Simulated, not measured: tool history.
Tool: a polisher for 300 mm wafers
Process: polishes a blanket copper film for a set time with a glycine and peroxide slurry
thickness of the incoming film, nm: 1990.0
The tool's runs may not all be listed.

run    day  flow of slurry (ml/min)  pressure of the wafer on the pad (psi)  speed of the pad under the wafer (m/s)  polishing time (s)  film removed (nm)
  1  0.000                      280                                     3.5                                    0.84                  26             119.00
  2  0.354                      280                                     3.5                                    0.94                  26             132.65
  3  0.700                      285                                     4.0                                    0.94                  26             146.86
  4  0.775                      285                                     4.4                                    0.96                  26             163.51
  5  0.858                      285                                     3.8                                    0.96                  26             145.48
  6  1.175                      285                                     4.5                                    0.96                  26             166.39
  7  1.217                      285                                     4.5                                    0.96                  26             168.10
  8  1.425                      300                                     5.4                                    1.00                  26             204.15

Forecast run 9:
  9  1.575                      300                                     5.4                                    1.02                  26                  ?

{"run 9": {"film removed (nm)": 207.88}}

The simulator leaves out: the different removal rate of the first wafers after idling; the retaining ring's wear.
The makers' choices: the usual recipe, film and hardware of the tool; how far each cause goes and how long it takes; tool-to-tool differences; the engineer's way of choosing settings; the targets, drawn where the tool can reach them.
